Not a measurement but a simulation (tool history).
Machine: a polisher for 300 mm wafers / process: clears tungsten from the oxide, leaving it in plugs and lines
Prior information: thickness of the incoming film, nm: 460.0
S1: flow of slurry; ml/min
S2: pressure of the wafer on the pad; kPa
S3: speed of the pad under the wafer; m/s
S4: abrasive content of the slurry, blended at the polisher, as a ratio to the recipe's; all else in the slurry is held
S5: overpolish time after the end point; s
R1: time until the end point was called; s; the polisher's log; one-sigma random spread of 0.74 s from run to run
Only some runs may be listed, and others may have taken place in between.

Run 1, hour 0: S1 210 ml/min, S2 22.8 kPa, S3 1.3 m/s, S4 1, S5 5 s. Result: R1 114.26 s.
Run 2, hour 7: S1 210 ml/min, S2 25.5 kPa, S3 1.3 m/s, S4 1, S5 5 s. Result: R1 103.49 s.
Run 3, hour 9.8: S1 210 ml/min, S2 25.5 kPa, S3 1.3 m/s, S4 1.1, S5 5 s. Result: R1 102.04 s.
Run 4, hour 16.9: S1 210 ml/min, S2 25.5 kPa, S3 1.04 m/s, S4 1.1, S5 5 s. Result: R1 116.43 s.
At hour 22.8: worn pad replaced by a new one.
Run 5, hour 22.8: S1 215 ml/min, S2 29 kPa, S3 1.06 m/s, S4 1.1, S5 5 s. Result: R1 90.79 s.
Run 6, hour 26.7: S1 230 ml/min, S2 29.6 kPa, S3 1.06 m/s, S4 1.1, S5 5 s. Result: R1 87.598 s.

The next listed run, before its measurement:
Run 7, hour 34: S1 245 ml/min, S2 30.3 kPa, S3 1.06 m/s, S4 1.1, S5 5 s. Result: R1 ?.

Logged for run 7: R1 85.985 s.
